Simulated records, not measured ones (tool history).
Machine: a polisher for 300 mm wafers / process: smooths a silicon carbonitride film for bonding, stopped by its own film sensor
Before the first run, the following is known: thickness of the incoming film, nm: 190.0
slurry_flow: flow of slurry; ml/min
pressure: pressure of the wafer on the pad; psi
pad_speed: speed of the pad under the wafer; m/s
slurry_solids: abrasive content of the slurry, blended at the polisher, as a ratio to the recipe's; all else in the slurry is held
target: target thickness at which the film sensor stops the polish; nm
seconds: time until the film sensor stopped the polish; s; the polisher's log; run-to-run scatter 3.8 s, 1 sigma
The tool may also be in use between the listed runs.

{"run": 1, "hour": 0.0, "slurry_flow": 195, "pressure": 2.2, "pad_speed": 0.9, "slurry_solids": 1, "target": 150, "seconds": 152.15}
{"run": 2, "hour": 6.1, "slurry_flow": 145, "pressure": 2.2, "pad_speed": 0.9, "slurry_solids": 1, "target": 150, "seconds": 167.11}
{"run": 3, "hour": 11.7, "slurry_flow": 145, "pressure": 2.5, "pad_speed": 0.9, "slurry_solids": 1, "target": 150, "seconds": 153.73}
{"run": 4, "hour": 20.3, "slurry_flow": 130, "pressure": 2.5, "pad_speed": 0.9, "slurry_solids": 1, "target": 150, "seconds": 151.98}
{"run": 5, "hour": 26.5, "slurry_flow": 130, "pressure": 2.4, "pad_speed": 0.9, "slurry_solids": 1, "target": 150, "seconds": 157.07}
{"run": 6, "hour": 29.1, "slurry_flow": 130, "pressure": 2.3, "pad_speed": 0.9, "slurry_solids": 1, "target": 150, "seconds": 165.08}
{"run": 7, "hour": 37.7, "slurry_flow": 130, "pressure": 2.2, "pad_speed": 0.9, "slurry_solids": 1, "target": 150, "seconds": 163.45}

Run 8 has not been measured yet. What should we expect?
{"run": 8, "hour": 42.7, "slurry_flow": 130, "pressure": 2.1, "pad_speed": 0.88, "slurry_solids": 1, "target": 150, "seconds": "?"}

seconds: 169.4 s
